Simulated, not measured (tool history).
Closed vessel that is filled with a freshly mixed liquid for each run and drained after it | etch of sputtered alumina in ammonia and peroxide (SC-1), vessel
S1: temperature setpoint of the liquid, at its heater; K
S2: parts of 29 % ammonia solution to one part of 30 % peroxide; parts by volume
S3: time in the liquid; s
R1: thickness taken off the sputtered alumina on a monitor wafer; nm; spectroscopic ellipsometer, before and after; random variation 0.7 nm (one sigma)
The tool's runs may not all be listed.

run	hour	S1	S2	S3	R1
1	0.0	328.15	0.55	1260	53.850
2	5.9	330.15	0.55	1260	58.894
3	9.9	332.15	0.55	1260	65.821
4	15.4	332.15	0.55	1260	65.813
5	18.5	333.15	0.55	1260	69.104
6	20.0	329.65	0.55	1260	58.592
7	28.0	331.65	0.55	1260	64.743

Run 8 comes next. What will it give?
8	32.7	332.65	0.55	1260	?

{"run 8": {"R1": 68.449}}

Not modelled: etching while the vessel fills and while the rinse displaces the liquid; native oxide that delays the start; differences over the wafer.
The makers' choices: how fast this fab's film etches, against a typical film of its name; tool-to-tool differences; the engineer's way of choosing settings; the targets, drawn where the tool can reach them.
